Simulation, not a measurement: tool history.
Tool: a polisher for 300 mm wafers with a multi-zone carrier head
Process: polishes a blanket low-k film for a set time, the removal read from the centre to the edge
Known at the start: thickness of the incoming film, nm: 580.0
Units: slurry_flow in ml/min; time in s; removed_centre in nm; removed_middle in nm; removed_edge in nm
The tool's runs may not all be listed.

run  hour  slurry_flow  centre_zone  middle_zone  edge_zone  slurry_solids  time  removed_centre  removed_middle  removed_edge
  1   0.0          170         1.00         1.00       1.00           1.00    38         12.5730         13.9500       14.0050
  2   3.4          210         1.00         1.00       1.00           1.00    38         12.9680         14.3680       13.9170
  3   6.1          240         1.00         1.00       1.00           1.00    38         13.4710         14.9220       14.1230
  4  12.9          240         1.00         1.00       0.96           1.00    38         13.3520         14.7090       14.1600
  5  15.5          205         1.00         1.00       0.96           1.00    38         12.9940         14.3850       13.8970
  6  21.9          205         1.00         1.00       0.96           0.80    38         11.1530         12.4920       11.9420
  7  28.2          195         0.99         0.96       0.96           0.75    38         10.1660         11.2240       11.4440
  8  29.3          195         0.99         0.94       0.94           0.75    38         10.3910         10.8690       11.0190
     36.2  -- centre zone pressure recalibrated
  9  36.2          185         0.98         0.92       0.94           0.75    38         10.9920         10.4290       10.9720
 10  44.5          200         0.88         0.89       1.04           0.50    37          6.4970          6.5103        7.1754
 11  45.1          180         0.92         0.91       1.07           0.55    37          7.3575          7.5230        8.0217

Forecast run 12:
 12  45.8          175         0.92         0.90       1.06           0.60    37               ?               ?             ?

removed_centre: 8.2186 nm
removed_middle: 8.1933 nm
removed_edge: 8.9757 nm

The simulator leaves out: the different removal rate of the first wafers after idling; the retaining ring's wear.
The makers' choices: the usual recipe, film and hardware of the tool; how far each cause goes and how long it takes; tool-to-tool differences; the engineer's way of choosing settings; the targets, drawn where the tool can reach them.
